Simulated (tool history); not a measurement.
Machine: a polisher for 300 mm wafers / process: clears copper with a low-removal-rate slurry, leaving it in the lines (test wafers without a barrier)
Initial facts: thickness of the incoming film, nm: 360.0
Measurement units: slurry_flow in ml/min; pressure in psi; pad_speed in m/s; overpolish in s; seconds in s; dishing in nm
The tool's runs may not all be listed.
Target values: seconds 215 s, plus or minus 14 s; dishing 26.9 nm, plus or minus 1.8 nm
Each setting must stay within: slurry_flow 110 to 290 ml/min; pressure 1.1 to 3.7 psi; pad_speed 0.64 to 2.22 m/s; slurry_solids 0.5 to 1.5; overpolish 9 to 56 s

{"run": 1, "hour": 0.0, "slurry_flow": 185, "pressure": 2.4, "pad_speed": 1.42, "slurry_solids": 1, "overpolish": 29, "seconds": 138.85, "dishing": 55.721}
{"run": 2, "hour": 3.8, "slurry_flow": 185, "pressure": 2.4, "pad_speed": 1.72, "slurry_solids": 1, "overpolish": 29, "seconds": 115.68, "dishing": 62.86}
{"run": 3, "hour": 6.2, "slurry_flow": 185, "pressure": 2.4, "pad_speed": 1.72, "slurry_solids": 0.9, "overpolish": 29, "seconds": 120.23, "dishing": 62.604}
{"run": 4, "hour": 13.6, "slurry_flow": 185, "pressure": 2.4, "pad_speed": 1.58, "slurry_solids": 0.9, "overpolish": 29, "seconds": 129.96, "dishing": 58.279}
{"run": 5, "hour": 16.7, "slurry_flow": 185, "pressure": 2.3, "pad_speed": 1.56, "slurry_solids": 0.9, "overpolish": 27, "seconds": 136.92, "dishing": 52.182}
{"run": 6, "hour": 25.6, "slurry_flow": 185, "pressure": 2.3, "pad_speed": 1.56, "slurry_solids": 0.7, "overpolish": 27, "seconds": 147.11, "dishing": 50.937}
{"run": 7, "hour": 27.1, "slurry_flow": 185, "pressure": 2.2, "pad_speed": 1.56, "slurry_solids": 0.7, "overpolish": 25, "seconds": 149.42, "dishing": 44.156}
{"run": 8, "hour": 30.2, "slurry_flow": 185, "pressure": 2.2, "pad_speed": 1.56, "slurry_solids": 0.7, "overpolish": 25, "seconds": 152.47, "dishing": 47.673}
{"run": 9, "hour": 30.7, "slurry_flow": 185, "pressure": 2.1, "pad_speed": 1.56, "slurry_solids": 0.7, "overpolish": 23, "seconds": 155.46, "dishing": 42.052}
{"run": 10, "hour": 34.8, "slurry_flow": 185, "pressure": 2, "pad_speed": 1.56, "slurry_solids": 0.7, "overpolish": 22, "seconds": 164.81, "dishing": 37.927}
{"run": 11, "hour": 42.5, "slurry_flow": 185, "pressure": 1.9, "pad_speed": 1.56, "slurry_solids": 0.7, "overpolish": 22, "seconds": 176.17, "dishing": 36.165}

Next run, 4 choices. One meets every target within its allowed miss, the rest don't. Which?
{"run": "A", "hour": 50.2, "slurry_flow": 110, "pressure": 1.7, "pad_speed": 1.5, "slurry_solids": 0.5, "overpolish": 20, "seconds": "?", "dishing": "?"}
{"run": "B", "hour": 50.2, "slurry_flow": 140, "pressure": 1.4, "pad_speed": 1.78, "slurry_solids": 0.7, "overpolish": 19, "seconds": "?", "dishing": "?"}
{"run": "C", "hour": 50.2, "slurry_flow": 215, "pressure": 1.3, "pad_speed": 1.56, "slurry_solids": 0.6, "overpolish": 34, "seconds": "?", "dishing": "?"}
{"run": "D", "hour": 50.2, "slurry_flow": 175, "pressure": 2.3, "pad_speed": 1.56, "slurry_solids": 0.6, "overpolish": 27, "seconds": "?", "dishing": "?"}

move=A seconds=239.62 dishing=25.751
move=B seconds=209.79 dishing=27.323
move=C seconds=250.83 dishing=37.669
move=D seconds=151.32 dishing=48.857
A: gets the furthest-off result to its target, but another result is out of tolerance
B: each result inside its tolerance
C: the biggest miss grows against the last run
D: the biggest miss grows against the last run
Go with B: it meets all targets.
